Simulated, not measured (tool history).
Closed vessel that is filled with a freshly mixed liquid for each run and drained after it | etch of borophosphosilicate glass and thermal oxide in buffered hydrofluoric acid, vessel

| run | hour | temperature setpoint of the liquid (K) | parts of 40 % ammonium fluoride to one part of 49 % hydrofluoric acid (parts by volume) | time in the liquid (s) | thickness taken off the borophosphosilicate glass on a monitor wafer (Å) | thickness taken off the thermal oxide on a monitor wafer (Å) |
|---|---|---|---|---|---|---|
| 1 | 0.0 | 295.15 | 7.5 | 60 | 1276.90 | 848.99 |
| 2 | 8.6 | 295.15 | 9.0 | 60 | 1045.60 | 701.79 |
| 3 | 12.9 | 295.15 | 10.0 | 60 | 944.80 | 628.86 |
| 4 | 19.9 | 297.15 | 10.0 | 60 | 1046.10 | 696.92 |
| 5 | 27.9 | 297.15 | 10.0 | 40 | 702.36 | 464.46 |
| 6 | 29.1 | 299.15 | 9.0 | 40 | 858.46 | 578.17 |
| 7 | 34.8 | 300.15 | 8.0 | 40 | 1048.60 | 687.64 |
| 8 | 40.1 | 303.15 | 6.5 | 45 | 1677.00 | 1087.60 |
| 9 | 48.6 | 302.15 | 6.5 | 45 | 1570.50 | 1056.50 |

Run 10 comes next. What will it give?
| 10 | 55.0 | 301.65 | 6.5 | 45 | ? | ? |

thickness taken off the borophosphosilicate glass on a monitor wafer (Å): 1517.70
thickness taken off the thermal oxide on a monitor wafer (Å): 1019.30
